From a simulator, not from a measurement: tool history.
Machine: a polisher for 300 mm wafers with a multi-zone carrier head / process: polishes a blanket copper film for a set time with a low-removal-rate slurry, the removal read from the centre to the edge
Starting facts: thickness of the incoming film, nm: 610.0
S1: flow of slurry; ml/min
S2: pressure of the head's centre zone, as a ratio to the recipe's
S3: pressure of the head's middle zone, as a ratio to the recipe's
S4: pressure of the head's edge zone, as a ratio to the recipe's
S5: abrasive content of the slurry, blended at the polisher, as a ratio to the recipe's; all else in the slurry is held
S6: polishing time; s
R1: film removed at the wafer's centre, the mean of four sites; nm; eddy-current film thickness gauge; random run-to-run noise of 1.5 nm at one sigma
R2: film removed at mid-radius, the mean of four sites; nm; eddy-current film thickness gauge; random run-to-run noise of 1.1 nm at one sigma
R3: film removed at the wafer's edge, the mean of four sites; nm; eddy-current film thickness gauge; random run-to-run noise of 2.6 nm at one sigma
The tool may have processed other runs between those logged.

run,day,S1,S2,S3,S4,S5,S6,R1,R2,R3
1,0,300,1,1,1,1,65,156.27,152.46,153.72
2,0.271,300,1,1,0.92,1,65,156.97,154.75,147.87
3,0.596,305,1.01,1,0.98,1.1,66,165.07,160.34,159.52
4,0.938,305,1.09,1,0.98,1.1,66,175.77,158.47,158.91
5,1.033,305,1.04,1,0.98,1.1,66,167.02,158.76,158.96
6,1.371,315,1.06,1.01,1.02,1.2,66,173.77,160.97,162.52
7,1.712,310,1.05,1,1.05,1.25,67,175.65,165.2,170.98
8,2.075,310,1.06,1,1.08,1.3,67,179.18,164.65,174.59
9,2.4,315,1.06,1,1.1,1.35,67,181.54,166.81,173.84
10,2.525,305,1.05,0.99,1.12,1.4,68,179.09,167.89,184.22

Run 11 has not been measured yet. What should we expect?
11,2.85,315,1.05,0.99,1.13,1.4,68,?,?,?

Run 11 came out at R1 179.34 nm, R2 167.52 nm, R3 176.71 nm.

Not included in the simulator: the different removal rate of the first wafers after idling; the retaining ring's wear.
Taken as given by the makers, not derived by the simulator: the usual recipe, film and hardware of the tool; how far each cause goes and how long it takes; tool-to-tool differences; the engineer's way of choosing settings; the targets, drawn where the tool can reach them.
